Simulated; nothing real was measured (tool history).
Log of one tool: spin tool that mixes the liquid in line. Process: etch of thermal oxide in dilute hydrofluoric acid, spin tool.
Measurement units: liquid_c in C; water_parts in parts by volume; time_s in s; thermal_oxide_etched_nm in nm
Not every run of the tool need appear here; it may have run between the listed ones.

run,hour,liquid_c,water_parts,time_s,thermal_oxide_etched_nm
1,0,22,90,325,16.238
2,0.7,22,75,325,19.851
3,3.6,23,75,325,20.611
4,8.6,24,75,325,21.566
5,12.5,27,75,325,24.385
6,14.1,27,45,325,42.305

Run 7 has not been measured yet. What should we expect?
7,22.3,26,45,325,?

thermal_oxide_etched_nm: 40.363 nm

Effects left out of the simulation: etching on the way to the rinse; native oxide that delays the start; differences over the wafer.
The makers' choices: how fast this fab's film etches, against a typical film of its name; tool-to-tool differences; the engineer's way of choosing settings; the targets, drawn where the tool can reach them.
